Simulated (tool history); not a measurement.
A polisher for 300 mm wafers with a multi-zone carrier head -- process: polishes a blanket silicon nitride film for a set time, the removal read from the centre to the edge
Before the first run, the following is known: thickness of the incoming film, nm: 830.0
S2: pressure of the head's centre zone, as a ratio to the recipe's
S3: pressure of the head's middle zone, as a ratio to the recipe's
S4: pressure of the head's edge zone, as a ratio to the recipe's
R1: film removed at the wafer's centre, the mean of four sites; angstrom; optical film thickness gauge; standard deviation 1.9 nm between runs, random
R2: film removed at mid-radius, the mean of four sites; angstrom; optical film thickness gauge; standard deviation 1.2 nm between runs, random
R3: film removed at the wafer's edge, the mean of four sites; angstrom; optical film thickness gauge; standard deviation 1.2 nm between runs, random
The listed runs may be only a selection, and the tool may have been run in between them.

run 1 hour=0 | flow_of_slurry_(ml/min)=290 S2=1 S3=1 S4=1 polishing_time_(s)=76 | R1=1689 R2=1699.5 R3=1639.5
run 2 hour=5.8 | flow_of_slurry_(ml/min)=290 S2=1 S3=1 S4=1.05 polishing_time_(s)=76 | R1=1669.5 R2=1681.2 R3=1664.7
run 3 hour=8.6 | flow_of_slurry_(ml/min)=290 S2=1.02 S3=1.01 S4=1 polishing_time_(s)=74 | R1=1656.8 R2=1660.4 R3=1620.7
run 4 hour=10.2 | flow_of_slurry_(ml/min)=290 S2=1.02 S3=1.01 S4=1 polishing_time_(s)=63 | R1=1421.7 R2=1395.3 R3=1368.3
run 5 hour=17.5 | flow_of_slurry_(ml/min)=290 S2=1.02 S3=1.1 S4=1 polishing_time_(s)=63 | R1=1409.8 R2=1533.7 R3=1374.4
run 6 hour=25.5 | flow_of_slurry_(ml/min)=290 S2=1.02 S3=1.1 S4=1 polishing_time_(s)=75 | R1=1715.8 R2=1802 R3=1631.9

Forecast run 7:
run 7 hour=30 | flow_of_slurry_(ml/min)=290 S2=1.04 S3=1.1 S4=0.96 polishing_time_(s)=73 | R1=? R2=? R3=?

{"run 7": {"R1": 1649.7, "R2": 1757, "R3": 1564.9}}
